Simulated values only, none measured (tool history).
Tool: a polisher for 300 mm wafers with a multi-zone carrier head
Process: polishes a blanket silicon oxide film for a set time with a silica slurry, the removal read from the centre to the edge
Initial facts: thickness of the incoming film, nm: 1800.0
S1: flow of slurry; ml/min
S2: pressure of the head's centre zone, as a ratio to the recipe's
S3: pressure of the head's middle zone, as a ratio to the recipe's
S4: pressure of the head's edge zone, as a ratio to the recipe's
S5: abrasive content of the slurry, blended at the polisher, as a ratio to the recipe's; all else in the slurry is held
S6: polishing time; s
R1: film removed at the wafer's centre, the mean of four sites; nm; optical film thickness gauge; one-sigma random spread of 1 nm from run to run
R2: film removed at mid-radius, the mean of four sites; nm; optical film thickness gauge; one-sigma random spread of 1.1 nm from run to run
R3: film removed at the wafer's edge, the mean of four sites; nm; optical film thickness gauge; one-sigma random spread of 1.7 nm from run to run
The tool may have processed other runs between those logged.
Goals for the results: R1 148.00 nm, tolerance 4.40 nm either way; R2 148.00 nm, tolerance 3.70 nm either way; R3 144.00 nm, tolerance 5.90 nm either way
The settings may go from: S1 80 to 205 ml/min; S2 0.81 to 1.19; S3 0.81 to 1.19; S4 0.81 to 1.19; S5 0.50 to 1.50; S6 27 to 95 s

run	hour	S1	S2	S3	S4	S5	S6	R1	R2	R3
1	0.0	135	1.00	1.00	1.00	1.00	61	227.86	229.95	238.88
2	5.7	135	1.00	0.99	0.96	0.90	59	208.64	211.99	212.85
3	6.7	135	1.00	0.99	0.96	0.90	51	182.57	182.98	179.73
4	9.1	105	1.00	0.99	0.96	0.90	51	172.68	174.67	178.62
5	12.5	135	1.00	0.99	0.96	0.90	51	179.97	183.54	185.14
6	14.8	130	1.00	0.97	0.93	0.85	51	174.73	176.78	179.69
7	19.9	125	1.01	0.98	0.92	0.75	51	165.74	166.47	163.13
8	22.8	120	1.01	0.98	0.91	0.70	51	159.46	160.47	157.42
9	24.2	115	1.01	0.98	0.90	0.70	51	157.50	160.68	156.30
10	27.6	90	1.02	0.93	0.81	0.65	51	146.27	142.27	141.07
11	33.4	95	1.02	0.93	0.81	0.65	51	148.79	144.20	139.93
12	37.1	95	1.02	0.93	0.82	0.65	51	148.54	142.67	140.36

Which of these 5 next moves meets every target?
A	40.8	80	0.94	0.86	0.88	0.70	55	?	?	?
B	40.8	100	0.99	0.94	0.82	0.60	54	?	?	?
C	40.8	100	1.04	0.94	0.81	0.70	47	?	?	?
D	40.8	80	0.99	0.88	0.82	0.70	52	?	?	?
E	40.8	100	1.08	0.86	0.83	0.70	50	?	?	?

move	R1	R2	R3
A	146.75	147.27	157.62
B	149.43	148.49	144.14
C	146.61	138.61	133.85
D	146.20	141.01	144.37
E	161.95	140.18	144.03
A: the worst result of the last run now meets its target, but another is out of spec
B: every result lands within tolerance
C: moves away from the targets compared with the last run
D: moves away from the targets compared with the last run
E: moves away from the targets compared with the last run
Move B is the one to make.

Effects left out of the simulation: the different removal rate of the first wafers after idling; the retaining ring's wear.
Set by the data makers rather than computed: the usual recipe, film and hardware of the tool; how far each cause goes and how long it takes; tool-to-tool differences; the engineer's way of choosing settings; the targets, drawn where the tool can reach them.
